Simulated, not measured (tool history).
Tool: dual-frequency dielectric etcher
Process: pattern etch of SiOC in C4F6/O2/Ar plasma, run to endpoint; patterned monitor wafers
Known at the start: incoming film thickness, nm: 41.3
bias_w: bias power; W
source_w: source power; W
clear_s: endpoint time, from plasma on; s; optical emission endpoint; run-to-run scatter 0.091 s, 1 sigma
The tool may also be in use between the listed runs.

run 1 hour=0.0 | bias_w=567 source_w=250 | clear_s=15.975
run 2 hour=6.2 | bias_w=508 source_w=250 | clear_s=17.038
run 3 hour=7.2 | bias_w=508 source_w=280 | clear_s=16.532
run 4 hour=13.8 | bias_w=547 source_w=280 | clear_s=15.630
run 5 hour=18.1 | bias_w=476 source_w=280 | clear_s=16.921
run 6 hour=26.4 | bias_w=449 source_w=280 | clear_s=17.687
run 7 hour=32.2 | bias_w=437 source_w=280 | clear_s=18.040

Forecast run 8:
run 8 hour=38.9 | bias_w=430 source_w=280 | clear_s=?

{"run 8": {"clear_s": 18.097}}
